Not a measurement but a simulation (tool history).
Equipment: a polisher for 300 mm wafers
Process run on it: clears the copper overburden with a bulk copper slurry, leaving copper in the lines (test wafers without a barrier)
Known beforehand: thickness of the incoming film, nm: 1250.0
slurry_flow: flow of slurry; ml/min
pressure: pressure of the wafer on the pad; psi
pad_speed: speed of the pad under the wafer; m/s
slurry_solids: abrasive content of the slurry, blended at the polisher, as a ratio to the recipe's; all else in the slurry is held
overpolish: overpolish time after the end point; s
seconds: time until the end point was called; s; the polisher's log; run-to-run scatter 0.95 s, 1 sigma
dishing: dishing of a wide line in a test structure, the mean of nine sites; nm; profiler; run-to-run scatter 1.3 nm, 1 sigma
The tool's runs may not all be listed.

run	hour	slurry_flow	pressure	pad_speed	slurry_solids	overpolish	seconds	dishing
1	0.0	140	3.1	1.40	1.00	17	91.777	94.398
2	2.0	140	3.7	1.40	1.00	17	77.121	104.630
3	4.4	135	3.3	1.42	1.00	14	86.784	87.312
4	5.7	135	3.3	1.76	1.00	14	71.537	101.430
5	10.3	135	2.9	1.76	1.00	14	79.245	91.970
6	19.3	135	2.9	1.76	1.20	14	74.819	89.281
7	26.7	130	2.6	1.76	1.20	13	82.971	88.922
8	33.5	140	2.3	1.72	1.25	11	92.931	72.526
9	41.5	140	2.3	1.72	1.25	11	91.783	75.612
10	46.9	135	2.1	1.72	1.25	10	102.670	64.079
11	49.0	125	2.1	1.72	1.25	10	102.580	64.871
12	51.8	120	2.0	1.72	1.25	10	110.070	65.188

Forecast run 13:
13	59.7	115	2.0	1.72	1.25	10	?	?

seconds: 108.660 s
dishing: 65.699 nm

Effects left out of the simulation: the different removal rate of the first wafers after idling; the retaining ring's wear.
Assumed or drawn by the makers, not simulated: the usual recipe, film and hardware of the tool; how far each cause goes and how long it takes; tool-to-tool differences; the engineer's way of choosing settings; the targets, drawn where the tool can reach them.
